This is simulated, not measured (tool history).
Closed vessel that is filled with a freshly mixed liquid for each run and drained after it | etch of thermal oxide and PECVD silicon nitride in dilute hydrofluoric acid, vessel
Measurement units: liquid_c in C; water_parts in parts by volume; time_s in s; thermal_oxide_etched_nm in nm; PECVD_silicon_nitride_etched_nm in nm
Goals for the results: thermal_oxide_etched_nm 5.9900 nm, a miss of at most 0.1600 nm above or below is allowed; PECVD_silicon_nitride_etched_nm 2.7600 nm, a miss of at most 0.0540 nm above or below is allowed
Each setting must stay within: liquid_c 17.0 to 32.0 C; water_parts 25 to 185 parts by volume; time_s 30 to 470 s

run  hour  liquid_c  water_parts  time_s  thermal_oxide_etched_nm  PECVD_silicon_nitride_etched_nm
  1   0.0      24.0          105     240                  10.7930                           5.5553
  2   8.1      26.0          105     240                  11.6500                           6.3657
  3  15.2      24.5          110     240                  10.3240                           5.4439
  4  18.2      24.5           75     240                  15.8590                           7.9732
  5  20.5      24.5           55     240                  22.3360                          10.7190
  6  22.7      24.5           25     240                  51.1290                          23.6750
  7  31.1      23.5           40     240                  29.8140                          13.7400
  8  37.8      19.5           80     255                  12.7620                           5.6626
  9  39.5      17.5          120     265                   7.8660                           3.4757
 10  42.6      18.0          150     270                   6.3385                           2.9547
 11  44.8      17.5          150     270                   6.1972                           2.8808

5 candidate next runs follow, results not yet known. Just one meets every target within its allowed miss. Identify it.
  A  47.0      18.0          140     235                        ?                                ?
  B  47.0      18.0          150     245                        ?                                ?
  C  47.0      17.0          130     225                        ?                                ?
  D  47.0      17.0          135     245                        ?                                ?
  E  47.0      17.0          150     255                        ?                                ?

move  thermal_oxide_etched_nm  PECVD_silicon_nitride_etched_nm
   A                   5.9462                           2.7650
   B                   5.7284                           2.6966
   C                   5.9431                           2.6553
   D                   6.2009                           2.7879
   E                   5.7239                           2.6214
A: meets every target
B: takes the biggest miss from the last run beyond its target
C: takes the biggest miss from the last run beyond its target
D: puts the biggest miss on target and leaves a different result outside tolerance
E: takes the biggest miss from the last run beyond its target
Go with A: it meets all targets.
